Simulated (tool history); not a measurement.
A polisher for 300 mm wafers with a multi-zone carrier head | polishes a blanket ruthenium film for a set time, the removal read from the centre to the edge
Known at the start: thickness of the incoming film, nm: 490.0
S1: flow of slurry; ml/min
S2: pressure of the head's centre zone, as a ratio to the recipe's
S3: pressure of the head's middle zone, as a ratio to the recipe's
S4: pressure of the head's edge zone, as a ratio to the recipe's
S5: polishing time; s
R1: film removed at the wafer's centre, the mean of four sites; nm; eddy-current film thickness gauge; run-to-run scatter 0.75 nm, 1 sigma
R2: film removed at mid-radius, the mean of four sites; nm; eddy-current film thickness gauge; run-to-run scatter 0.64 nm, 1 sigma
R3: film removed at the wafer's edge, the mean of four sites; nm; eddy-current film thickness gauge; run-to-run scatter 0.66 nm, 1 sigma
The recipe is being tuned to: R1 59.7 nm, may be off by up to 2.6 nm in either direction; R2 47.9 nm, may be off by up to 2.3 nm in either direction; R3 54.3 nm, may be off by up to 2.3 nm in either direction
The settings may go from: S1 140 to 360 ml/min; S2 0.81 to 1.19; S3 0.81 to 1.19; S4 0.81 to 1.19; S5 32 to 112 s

run,hour,S1,S2,S3,S4,S5,R1,R2,R3
1,0,230,1,1,1,72,89.164,89.653,90.395
2,8.8,270,1,1,1,72,90.82,94.841,91.28
3,10.5,250,1.02,0.94,0.97,61,78.52,74.907,76.929
4,18.2,250,1.09,0.94,0.97,61,84.243,73.946,76.745
5,19,250,1.09,0.94,0.97,76,106.86,91.174,93.434
6,23.1,250,1.09,1,0.97,76,105.59,96.176,95.364
7,29.4,230,1.08,0.94,0.95,64,86.762,78.31,77.939
8,30.2,230,1.09,0.9,0.96,55,75.892,62.851,67.183
9,31.2,215,1.07,0.87,0.95,51,67.364,56.967,61.241
10,32.4,200,1.07,0.85,0.95,50,64.413,54.339,60.115
11,36.1,190,1.08,0.84,0.94,49,64.823,52.662,58.033
12,41.1,185,1.08,0.83,0.94,48,62.379,50.818,56.583

Exercise: of the 5 proposed moves below, exactly one satisfies all targets within the stated allowed misses. Which move is it?
A,46.1,165,1.11,0.85,0.97,45,?,?,?
B,46.1,180,1.01,0.96,0.81,46,?,?,?
C,46.1,140,1.09,1.03,0.86,44,?,?,?
D,46.1,160,1.08,0.99,0.9,49,?,?,?
E,46.1,220,1.09,0.81,1.01,46,?,?,?

move,R1,R2,R3
A,59.506,47.567,52.63
B,56.423,54.76,50.102
C,54.816,52.596,47.269
D,62.636,58.44,54.978
E,63.15,49.149,56.94
A: meets every target
B: the biggest miss grows against the last run
C: the biggest miss grows against the last run
D: the biggest miss grows against the last run
E: the worst result of the last run now meets its target, but another is out of spec
So the answer is move A, the one that meets all the targets.
